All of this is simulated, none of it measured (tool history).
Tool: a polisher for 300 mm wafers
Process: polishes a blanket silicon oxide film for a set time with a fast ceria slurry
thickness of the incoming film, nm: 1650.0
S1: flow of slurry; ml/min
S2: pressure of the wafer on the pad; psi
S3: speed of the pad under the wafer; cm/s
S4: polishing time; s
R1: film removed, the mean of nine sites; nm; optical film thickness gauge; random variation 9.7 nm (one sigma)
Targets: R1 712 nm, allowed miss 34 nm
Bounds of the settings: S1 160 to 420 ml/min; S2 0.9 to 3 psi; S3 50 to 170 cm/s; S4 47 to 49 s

run 1 hour=0 | S1=270 S2=1.9 S3=110 S4=47 | R1=548.32
run 2 hour=3.9 | S1=270 S2=1.5 S3=110 S4=47 | R1=430.66
run 3 hour=5.6 | S1=270 S2=1.8 S3=112 S4=47 | R1=531.44
run 4 hour=11.4 | S1=270 S2=1.4 S3=112 S4=47 | R1=420.87
run 5 hour=18 | S1=270 S2=1.7 S3=114 S4=47 | R1=500.21
run 6 hour=20.5 | S1=270 S2=1.2 S3=114 S4=47 | R1=360.47
run 7 hour=22.2 | S1=270 S2=1.5 S3=116 S4=47 | R1=439.95
run 8 hour=30.5 | S1=270 S2=2.1 S3=120 S4=47 | R1=645.39

Which of these 5 next moves meets every target?
run A hour=38.8 | S1=295 S2=1.7 S3=130 S4=47 | R1=?
run B hour=38.8 | S1=305 S2=1.9 S3=126 S4=47 | R1=?
run C hour=38.8 | S1=250 S2=2 S3=130 S4=47 | R1=?
run D hour=38.8 | S1=270 S2=2 S3=122 S4=47 | R1=?
run E hour=38.8 | S1=315 S2=2.8 S3=92 S4=48 | R1=?

move=A R1=556.77
move=B R1=607.17
move=C R1=645.38
move=D R1=618.9
move=E R1=727.58
A: further off than the last run
B: further off than the last run
C: as far off as the last run
D: further off than the last run
E: meets every target
Move E is the one to make.

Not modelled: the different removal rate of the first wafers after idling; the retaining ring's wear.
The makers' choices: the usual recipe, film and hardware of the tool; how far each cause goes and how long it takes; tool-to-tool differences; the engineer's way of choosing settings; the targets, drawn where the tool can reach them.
